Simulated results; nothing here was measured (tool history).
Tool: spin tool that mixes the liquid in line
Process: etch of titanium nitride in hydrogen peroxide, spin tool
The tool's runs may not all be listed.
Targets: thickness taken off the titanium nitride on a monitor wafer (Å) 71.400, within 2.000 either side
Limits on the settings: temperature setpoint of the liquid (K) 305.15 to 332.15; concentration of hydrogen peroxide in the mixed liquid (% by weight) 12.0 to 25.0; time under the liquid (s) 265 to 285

run  hour  temperature setpoint of the liquid (K)  concentration of hydrogen peroxide in the mixed liquid (% by weight)  time under the liquid (s)  thickness taken off the titanium nitride on a monitor wafer (Å)
  1   0.0                                  316.15                                                                  17.0                        265                                                           54.500
  2   3.5                                  317.15                                                                  17.0                        265                                                           58.168
  3   8.6                                  318.15                                                                  17.0                        265                                                           62.133
  4   9.7                                  318.15                                                                  17.0                        265                                                           63.763
  5  16.4                                  315.15                                                                  17.0                        265                                                           49.741
  6  23.8                                  315.15                                                                  17.0                        285                                                           54.331
  7  27.7                                  315.15                                                                  17.0                        285                                                           53.302
  8  31.5                                  316.15                                                                  17.0                        285                                                           57.865
  9  37.8                                  317.15                                                                  17.0                        285                                                           63.175
 10  43.1                                  317.65                                                                  17.0                        285                                                           65.580
 11  44.9                                  317.65                                                                  17.0                        285                                                           66.332
 12  51.4                                  318.15                                                                  17.0                        285                                                           68.478

Pick the move, out of 5, that brings all results within their allowed miss; only one does.
  A  57.9                                  317.65                                                                  19.5                        265                                                                ?
  B  57.9                                  318.65                                                                  16.5                        265                                                                ?
  C  57.9                                  318.15                                                                  18.5                        270                                                                ?
  D  57.9                                  319.65                                                                  13.5                        285                                                                ?
  E  57.9                                  318.15                                                                  22.0                        265                                                                ?

move  thickness taken off the titanium nitride on a monitor wafer (Å)
   A                                                           62.598
   B                                                           65.086
   C                                                           65.464
   D                                                           72.262
   E                                                           66.684
A: misses by more than the last run did
B: misses by more than the last run did
C: misses by more than the last run did
D: in spec on every target
E: misses by more than the last run did
Correct choice: D, which meets every target
